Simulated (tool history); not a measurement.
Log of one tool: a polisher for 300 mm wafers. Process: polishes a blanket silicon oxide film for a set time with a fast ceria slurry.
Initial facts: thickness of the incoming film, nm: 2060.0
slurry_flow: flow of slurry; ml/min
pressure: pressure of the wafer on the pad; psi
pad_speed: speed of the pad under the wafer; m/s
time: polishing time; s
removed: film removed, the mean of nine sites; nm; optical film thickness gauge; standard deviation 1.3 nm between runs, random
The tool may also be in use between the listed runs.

run	day	slurry_flow	pressure	pad_speed	time	removed
1	0.000	245	1.9	1.22	42	519.79
2	0.125	245	1.6	1.22	42	455.34
3	0.254	235	1.5	1.14	42	398.26
4	0.404	235	1.5	1.14	38	357.94
5	0.571	230	1.4	1.08	38	320.69
6	0.629	225	1.3	1.04	38	288.91
7	0.854	220	1.3	1.00	38	278.16
8	1.058	215	1.3	0.96	38	270.98
9	1.392	210	1.3	0.92	38	255.69
10	1.471	205	1.3	0.90	38	248.71
11	1.525	200	1.3	0.88	38	246.55
12	1.746	200	1.3	0.86	38	241.38
# day 1.833: head pressure recalibrated
13	1.833	195	1.3	0.84	38	211.45
14	1.929	190	1.3	0.84	38	211.47
15	2.229	185	1.3	0.84	38	211.18
16	2.554	180	1.3	0.84	38	209.80

Run 17 is up next; what results do you expect?
17	2.879	175	1.3	0.84	38	?

{"run 17": {"removed": 208.83}}
